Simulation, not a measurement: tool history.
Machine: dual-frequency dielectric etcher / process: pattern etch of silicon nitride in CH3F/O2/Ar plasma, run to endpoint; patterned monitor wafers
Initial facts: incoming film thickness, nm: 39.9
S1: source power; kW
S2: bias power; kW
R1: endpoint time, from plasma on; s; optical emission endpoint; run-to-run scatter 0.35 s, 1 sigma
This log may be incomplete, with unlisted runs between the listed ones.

run    day     S1     S2      R1
  1  0.000  0.340  0.089  58.059
  2  0.154  0.360  0.091  56.155
  3  0.308  0.360  0.097  54.963
  4  0.412  0.320  0.097  57.048
  5  0.708  0.300  0.097  57.980
  6  0.983  0.320  0.099  56.655
  7  1.275  0.340  0.100  55.460

For run 8, what comes out?
  8  1.621  0.350  0.101   ?

R1: 54.682 s
